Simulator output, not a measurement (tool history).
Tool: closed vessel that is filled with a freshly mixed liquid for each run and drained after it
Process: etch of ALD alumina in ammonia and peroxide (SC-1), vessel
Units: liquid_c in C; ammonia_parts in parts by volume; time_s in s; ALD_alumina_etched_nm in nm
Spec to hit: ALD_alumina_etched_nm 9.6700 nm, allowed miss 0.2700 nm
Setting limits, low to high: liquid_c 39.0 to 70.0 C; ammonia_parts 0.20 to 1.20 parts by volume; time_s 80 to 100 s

run,hour,liquid_c,ammonia_parts,time_s,ALD_alumina_etched_nm
1,0.0,55.0,0.90,100,5.1323
2,4.7,55.0,1.05,100,5.1089
3,12.4,58.0,1.05,100,6.0664
4,20.0,58.0,0.95,100,5.9851
# hour 27.2: ammonia flow meter replaced
5,27.2,60.5,0.95,100,6.8313
6,31.4,62.0,0.95,100,7.4598
7,33.3,63.0,0.95,100,7.7933
8,36.3,64.0,0.95,100,8.1964
9,40.1,65.0,0.95,100,8.6047
10,45.0,65.5,0.95,100,8.8047
11,52.1,66.0,0.95,100,9.0524
12,54.2,66.5,0.95,100,9.4107

Of the 5 settings listed for the next run, only one would bring every result within its allowed miss of target. Which one?
A,56.3,67.0,1.00,100,?
B,56.3,70.0,0.90,80,?
C,56.3,66.5,0.80,100,?
D,56.3,68.0,1.05,100,?
E,56.3,70.0,0.75,85,?

move,ALD_alumina_etched_nm
A,9.5664
B,8.7631
C,9.1405
D,10.0910
E,9.1524
A: in spec on every target
B: misses by more than the last run did
C: misses by more than the last run did
D: the result that was furthest off in the last run now lies on the other side of its target
E: misses by more than the last run did
A meets every target.
